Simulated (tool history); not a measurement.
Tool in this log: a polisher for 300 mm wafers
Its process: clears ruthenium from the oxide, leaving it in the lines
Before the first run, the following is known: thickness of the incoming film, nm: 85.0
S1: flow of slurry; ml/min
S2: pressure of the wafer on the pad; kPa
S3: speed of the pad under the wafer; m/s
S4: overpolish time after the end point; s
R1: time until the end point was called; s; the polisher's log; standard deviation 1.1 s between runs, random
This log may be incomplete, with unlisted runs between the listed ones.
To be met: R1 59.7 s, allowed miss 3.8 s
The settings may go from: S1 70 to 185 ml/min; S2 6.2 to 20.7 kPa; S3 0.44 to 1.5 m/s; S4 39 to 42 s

run,hour,S1,S2,S3,S4,R1
1,0,120,13.1,0.96,39,79.823
2,4.3,105,13.1,0.96,39,84.781
3,5.5,110,13.8,0.96,39,76.155
4,7.1,110,11.7,0.96,39,88.787
5,7.7,110,11.7,0.96,39,91.331
6,12.7,110,11.7,0.96,39,91.044
7,19.3,110,12.4,0.96,39,83.409
8,23.8,110,13.1,0.96,39,80.049
9,27.2,110,13.8,0.96,39,76.715
10,29.3,110,14.5,0.96,39,73.427
11,32.3,120,15.9,0.96,39,66.043

Exactly one of the 4 candidate moves below puts every result within its allowed miss. Which one?
A,35.3,115,16.5,1.02,40,?
B,35.3,115,15.9,0.96,39,?
C,35.3,130,15.9,0.86,42,?
D,35.3,140,15.9,0.84,42,?

move,R1
A,62.638
B,68.792
C,73.448
D,73.785
A: every result lands within tolerance
B: moves away from the targets compared with the last run
C: moves away from the targets compared with the last run
D: moves away from the targets compared with the last run
Move A is the one to make.
